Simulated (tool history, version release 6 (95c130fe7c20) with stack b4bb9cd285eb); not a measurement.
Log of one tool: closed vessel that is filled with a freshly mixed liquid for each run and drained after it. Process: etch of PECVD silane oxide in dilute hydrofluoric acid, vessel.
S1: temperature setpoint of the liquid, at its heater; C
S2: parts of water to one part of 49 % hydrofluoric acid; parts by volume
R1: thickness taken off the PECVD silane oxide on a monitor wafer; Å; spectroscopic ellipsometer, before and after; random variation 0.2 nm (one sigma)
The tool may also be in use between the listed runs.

Run 1, hour 0: S1 26 C, S2 175 parts by volume, time in the liquid (s) 345. Result: R1 769.58 Å.
Run 2, hour 2.8: S1 26 C, S2 215 parts by volume, time in the liquid (s) 345. Result: R1 601.55 Å.
Run 3, hour 5.6: S1 26 C, S2 245 parts by volume, time in the liquid (s) 345. Result: R1 508.16 Å.
Run 4, hour 11.5: S1 26 C, S2 305 parts by volume, time in the liquid (s) 345. Result: R1 385.6 Å.
Run 5, hour 20.6: S1 28.5 C, S2 300 parts by volume, time in the liquid (s) 345. Result: R1 431.16 Å.
Run 6, hour 28: S1 30.5 C, S2 300 parts by volume, time in the liquid (s) 345. Result: R1 461.44 Å.

The next listed run, before its measurement:
Run 7, hour 33.5: S1 31.5 C, S2 295 parts by volume, time in the liquid (s) 345. Result: R1 ?.

{"run 7": {"R1": 487.92}}
